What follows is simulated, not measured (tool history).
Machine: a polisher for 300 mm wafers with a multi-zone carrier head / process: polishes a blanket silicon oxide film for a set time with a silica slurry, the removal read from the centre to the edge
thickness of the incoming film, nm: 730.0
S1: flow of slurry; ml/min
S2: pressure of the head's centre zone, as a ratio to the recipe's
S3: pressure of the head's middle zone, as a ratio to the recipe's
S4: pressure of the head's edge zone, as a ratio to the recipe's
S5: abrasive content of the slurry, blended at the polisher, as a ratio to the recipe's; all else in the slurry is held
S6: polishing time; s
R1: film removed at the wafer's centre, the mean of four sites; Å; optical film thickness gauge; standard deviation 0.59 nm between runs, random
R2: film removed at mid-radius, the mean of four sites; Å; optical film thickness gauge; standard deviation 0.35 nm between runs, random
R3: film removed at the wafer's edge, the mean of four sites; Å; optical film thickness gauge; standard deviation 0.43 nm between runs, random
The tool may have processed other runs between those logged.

run	hour	S1	S2	S3	S4	S5	S6	R1	R2	R3
1	0.0	210	1.00	1.00	1.00	1.00	32	955.79	951.53	995.08
2	3.4	205	0.98	0.99	0.96	0.85	30	793.70	794.64	830.28
3	6.8	200	0.96	0.99	0.93	0.75	30	722.22	744.80	758.88
4	8.5	195	0.95	0.98	0.90	0.70	30	687.92	697.19	711.84
5	15.5	185	0.93	0.97	0.88	0.65	30	640.21	665.68	674.86
6	24.3	185	0.93	0.97	0.92	0.65	30	642.65	662.56	684.05
7	31.2	175	0.92	0.96	0.89	0.65	30	618.08	660.12	668.32

Run 8 has not been measured yet. What should we expect?
8	38.6	170	0.92	0.95	0.87	0.65	30	?	?	?

Run 8 yielded R1 613.60 Å, R2 642.28 Å, R3 661.23 Å.
